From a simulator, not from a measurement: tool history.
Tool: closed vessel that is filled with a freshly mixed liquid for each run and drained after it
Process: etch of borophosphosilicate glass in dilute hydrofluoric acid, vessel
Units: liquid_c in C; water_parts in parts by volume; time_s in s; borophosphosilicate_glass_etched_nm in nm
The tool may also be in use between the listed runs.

| run | hour | liquid_c | water_parts | time_s | borophosphosilicate_glass_etched_nm |
|---|---|---|---|---|---|
| 1 | 0 | 25 | 150 | 165 | 58.907 |
| 2 | 2.1 | 25 | 150 | 165 | 58.209 |
| 3 | 7.5 | 25 | 150 | 165 | 58.311 |
| 4 | 13.2 | 22 | 150 | 165 | 51.842 |
| 5 | 15.6 | 20 | 150 | 165 | 47.811 |
| 6 | 17 | 20 | 200 | 165 | 34.291 |
| 7 | 25.2 | 22.5 | 190 | 165 | 40.404 |
| 8 | 32.1 | 24.5 | 185 | 165 | 45.053 |

The next listed run, before its measurement:
| 9 | 37.5 | 26 | 180 | 165 | ? |

borophosphosilicate_glass_etched_nm: 48.876 nm
